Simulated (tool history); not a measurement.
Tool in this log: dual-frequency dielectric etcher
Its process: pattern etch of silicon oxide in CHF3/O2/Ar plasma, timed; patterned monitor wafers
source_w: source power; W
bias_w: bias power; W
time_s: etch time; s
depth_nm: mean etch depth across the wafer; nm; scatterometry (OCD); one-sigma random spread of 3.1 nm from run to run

Run 1, day 0: source_w 910 W, bias_w 196 W, time_s 456 s. Result: depth_nm 1207.6 nm.
Run 2, day 0.238: source_w 910 W, bias_w 196 W, time_s 456 s. Result: depth_nm 1203.3 nm.
Run 3, day 0.317: source_w 910 W, bias_w 196 W, time_s 456 s. Result: depth_nm 1201 nm.
Run 4, day 0.488: source_w 840 W, bias_w 190 W, time_s 456 s. Result: depth_nm 1171 nm.
Run 5, day 0.783: source_w 840 W, bias_w 217 W, time_s 456 s. Result: depth_nm 1237.6 nm.
Run 6, day 1.054: source_w 780 W, bias_w 202 W, time_s 456 s. Result: depth_nm 1182.7 nm.

What will run 7 give?
Run 7, day 1.325: source_w 740 W, bias_w 189 W, time_s 456 s. Result: depth_nm ?.

depth_nm: 1130.9 nm
